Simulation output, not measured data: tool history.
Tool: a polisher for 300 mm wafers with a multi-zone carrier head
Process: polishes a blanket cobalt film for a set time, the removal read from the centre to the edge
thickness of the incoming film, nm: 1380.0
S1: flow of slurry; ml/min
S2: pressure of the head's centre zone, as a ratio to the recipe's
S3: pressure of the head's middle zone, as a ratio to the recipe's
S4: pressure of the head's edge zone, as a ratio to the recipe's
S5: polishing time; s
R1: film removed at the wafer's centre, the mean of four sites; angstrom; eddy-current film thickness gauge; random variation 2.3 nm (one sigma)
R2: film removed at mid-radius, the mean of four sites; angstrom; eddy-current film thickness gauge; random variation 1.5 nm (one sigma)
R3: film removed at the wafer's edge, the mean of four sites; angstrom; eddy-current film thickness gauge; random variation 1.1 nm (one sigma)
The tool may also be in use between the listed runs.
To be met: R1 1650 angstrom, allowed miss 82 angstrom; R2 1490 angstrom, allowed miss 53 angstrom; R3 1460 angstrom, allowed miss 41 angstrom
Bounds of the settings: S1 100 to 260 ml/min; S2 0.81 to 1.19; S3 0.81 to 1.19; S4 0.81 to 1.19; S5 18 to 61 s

Run 1, hour 0: S1 165 ml/min, S2 1, S3 1, S4 1, S5 39 s. Result: R1 1765.3 angstrom, R2 1776.7 angstrom, R3 1743.2 angstrom.
Run 2, hour 7: S1 160 ml/min, S2 1.01, S3 0.99, S4 0.98, S5 39 s. Result: R1 1776.5 angstrom, R2 1785.4 angstrom, R3 1735.2 angstrom.
Run 3, hour 13.4: S1 160 ml/min, S2 1.01, S3 1.07, S4 0.98, S5 39 s. Result: R1 1743 angstrom, R2 1866.8 angstrom, R3 1734 angstrom.
Run 4, hour 15.8: S1 160 ml/min, S2 1.01, S3 1.03, S4 0.98, S5 39 s. Result: R1 1724 angstrom, R2 1813.1 angstrom, R3 1714.6 angstrom.
Run 5, hour 18.1: S1 160 ml/min, S2 1.01, S3 0.99, S4 0.98, S5 39 s. Result: R1 1760 angstrom, R2 1771.3 angstrom, R3 1755.9 angstrom.
Run 6, hour 22.5: S1 175 ml/min, S2 1.01, S3 0.99, S4 0.98, S5 39 s. Result: R1 1812.8 angstrom, R2 1793.6 angstrom, R3 1768.9 angstrom.
Run 7, hour 26.6: S1 170 ml/min, S2 1.02, S3 0.98, S4 0.96, S5 38 s. Result: R1 1745.7 angstrom, R2 1746.5 angstrom, R3 1709.9 angstrom.
Run 8, hour 31.4: S1 165 ml/min, S2 1.04, S3 0.98, S4 0.95, S5 37 s. Result: R1 1681.4 angstrom, R2 1669.4 angstrom, R3 1635.9 angstrom.
Run 9, hour 33.3: S1 165 ml/min, S2 1.06, S3 0.97, S4 0.93, S5 37 s. Result: R1 1720.4 angstrom, R2 1650.4 angstrom, R3 1608.4 angstrom.
Run 10, hour 35.3: S1 160 ml/min, S2 1.07, S3 0.96, S4 0.92, S5 37 s. Result: R1 1715.2 angstrom, R2 1656.5 angstrom, R3 1590 angstrom.
Run 11, hour 38.5: S1 130 ml/min, S2 1.11, S3 0.86, S4 0.85, S5 36 s. Result: R1 1657.7 angstrom, R2 1386.9 angstrom, R3 1465.6 angstrom.
Run 12, hour 41.8: S1 135 ml/min, S2 1.11, S3 0.87, S4 0.85, S5 36 s. Result: R1 1660.5 angstrom, R2 1427.8 angstrom, R3 1469.7 angstrom.
Run 13, hour 48.2: S1 135 ml/min, S2 1.11, S3 0.88, S4 0.85, S5 36 s. Result: R1 1665 angstrom, R2 1421 angstrom, R3 1461.4 angstrom.

Which of these 4 next moves meets every target?
Run A, hour 54.6: S1 100 ml/min, S2 1.11, S3 0.81, S4 0.81, S5 38 s. Result: R1 ?, R2 ?, R3 ?.
Run B, hour 54.6: S1 155 ml/min, S2 1.15, S3 0.85, S4 0.88, S5 34 s. Result: R1 ?, R2 ?, R3 ?.
Run C, hour 54.6: S1 135 ml/min, S2 1.09, S3 0.92, S4 0.84, S5 36 s. Result: R1 ?, R2 ?, R3 ?.
Run D, hour 54.6: S1 110 ml/min, S2 1.19, S3 0.85, S4 0.88, S5 38 s. Result: R1 ?, R2 ?, R3 ?.

move      R1      R2      R3
   A  1580.6  1296.8  1428.3
   B  1654.9  1347.7  1431.3
   C  1620.3  1480.1    1452
   D  1734.8  1387.8  1510.4
A: further off than the last run
B: further off than the last run
C: meets every target
D: further off than the last run
Move C is the one to make.

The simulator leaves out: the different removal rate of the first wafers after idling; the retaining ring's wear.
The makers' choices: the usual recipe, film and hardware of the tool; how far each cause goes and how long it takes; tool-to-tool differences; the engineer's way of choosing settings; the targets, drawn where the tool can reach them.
